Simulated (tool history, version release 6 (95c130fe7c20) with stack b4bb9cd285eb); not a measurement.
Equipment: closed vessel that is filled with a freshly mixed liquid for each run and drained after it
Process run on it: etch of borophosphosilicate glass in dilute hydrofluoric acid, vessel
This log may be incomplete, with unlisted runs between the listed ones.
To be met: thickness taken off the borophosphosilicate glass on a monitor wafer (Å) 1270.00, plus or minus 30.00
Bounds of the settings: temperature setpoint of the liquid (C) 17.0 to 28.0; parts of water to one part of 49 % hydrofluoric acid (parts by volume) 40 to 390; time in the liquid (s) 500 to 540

| run | day | temperature setpoint of the liquid (C) | parts of water to one part of 49 % hydrofluoric acid (parts by volume) | time in the liquid (s) | thickness taken off the borophosphosilicate glass on a monitor wafer (Å) |
|---|---|---|---|---|---|
| 1 | 0.000 | 20.0 | 215 | 500 | 814.51 |
| 2 | 0.100 | 21.5 | 210 | 500 | 886.46 |
| 3 | 0.196 | 21.5 | 160 | 500 | 1223.30 |
| 4 | 0.375 | 20.0 | 160 | 500 | 1146.20 |
| 5 | 0.592 | 20.5 | 160 | 500 | 1168.70 |
| 6 | 0.879 | 21.0 | 160 | 500 | 1203.20 |
| 7 | 1.208 | 21.0 | 160 | 500 | 1202.50 |
| 8 | 1.254 | 21.5 | 160 | 500 | 1222.60 |

Which single option among these 4 for the next run brings every result within its allowed miss of target? Just one does.
| A | 1.300 | 19.0 | 150 | 500 | ? |
| B | 1.300 | 21.5 | 155 | 525 | ? |
| C | 1.300 | 20.5 | 145 | 515 | ? |
| D | 1.300 | 25.5 | 175 | 500 | ? |

| move | thickness taken off the borophosphosilicate glass on a monitor wafer (Å) |
|---|---|
| A | 1186.60 |
| B | 1326.30 |
| C | 1349.60 |
| D | 1278.60 |
A: misses by more than the last run did
B: takes the biggest miss from the last run beyond its target
C: takes the biggest miss from the last run beyond its target
D: every result lands within tolerance
The move that meets every target is D.
